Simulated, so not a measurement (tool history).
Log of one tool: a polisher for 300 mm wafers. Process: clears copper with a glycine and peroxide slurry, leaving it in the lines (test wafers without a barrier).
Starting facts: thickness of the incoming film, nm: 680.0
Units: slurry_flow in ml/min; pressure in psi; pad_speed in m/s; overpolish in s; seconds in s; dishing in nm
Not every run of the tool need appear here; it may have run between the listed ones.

run 1 hour=0 | slurry_flow=295 pressure=3.1 pad_speed=1.12 overpolish=21 | seconds=81.574 dishing=90.161
run 2 hour=3.1 | slurry_flow=330 pressure=3.1 pad_speed=1.12 overpolish=21 | seconds=81.676 dishing=91.371
run 3 hour=11 | slurry_flow=330 pressure=3.7 pad_speed=1.12 overpolish=21 | seconds=71.111 dishing=100.25
run 4 hour=18.1 | slurry_flow=330 pressure=3.9 pad_speed=1.14 overpolish=21 | seconds=67.871 dishing=100.77
run 5 hour=20.8 | slurry_flow=330 pressure=4.5 pad_speed=1.14 overpolish=21 | seconds=60.237 dishing=109.07
run 6 hour=26.5 | slurry_flow=330 pressure=4.5 pad_speed=0.92 overpolish=21 | seconds=68.085 dishing=102.01
run 7 hour=28.4 | slurry_flow=330 pressure=4.5 pad_speed=0.92 overpolish=21 | seconds=68.457 dishing=103.95

Estimate the outcome of run 8 from the log above:
run 8 hour=31.3 | slurry_flow=330 pressure=4.6 pad_speed=0.98 overpolish=22 | seconds=? dishing=?

Logged for run 8: seconds 64.202 s, dishing 106.45 nm.
